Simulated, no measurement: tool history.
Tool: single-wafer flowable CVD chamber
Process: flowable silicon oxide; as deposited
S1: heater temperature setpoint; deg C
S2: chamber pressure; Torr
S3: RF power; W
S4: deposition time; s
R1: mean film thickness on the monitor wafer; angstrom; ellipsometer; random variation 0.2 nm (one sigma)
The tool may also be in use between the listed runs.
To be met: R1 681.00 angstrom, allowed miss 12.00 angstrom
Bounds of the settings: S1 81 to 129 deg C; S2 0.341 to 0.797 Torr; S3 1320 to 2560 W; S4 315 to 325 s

run	hour	S1	S2	S3	S4	R1
1	0.0	105	0.569	1940	315	945.01
2	4.7	108	0.569	1940	315	868.82
3	7.1	110	0.569	1940	315	815.18
4	14.6	110	0.569	2125	315	835.28
5	16.6	112	0.569	2125	315	791.64
6	17.6	104	0.569	2125	315	992.66
7	20.6	108	0.569	2125	315	887.91
8	27.4	111	0.569	2125	315	811.39
9	35.7	113	0.569	2125	315	768.62
10	41.8	114	0.569	2125	315	744.65
11	48.0	115	0.569	2125	315	726.41
12	53.7	116	0.569	2125	315	710.08

4 next moves are on the table. One of them brings every result within its allowed miss. Which?
A	59.4	117	0.545	2130	324	?
B	59.4	107	0.466	2005	315	?
C	59.4	120	0.623	2160	319	?
D	59.4	115	0.570	2085	315	?

move	R1
A	679.20
B	744.71
C	705.20
D	724.66
A: meets every target
B: further off than the last run
C: nearer than the last run, and not there yet
D: further off than the last run
Move A is the one to make.

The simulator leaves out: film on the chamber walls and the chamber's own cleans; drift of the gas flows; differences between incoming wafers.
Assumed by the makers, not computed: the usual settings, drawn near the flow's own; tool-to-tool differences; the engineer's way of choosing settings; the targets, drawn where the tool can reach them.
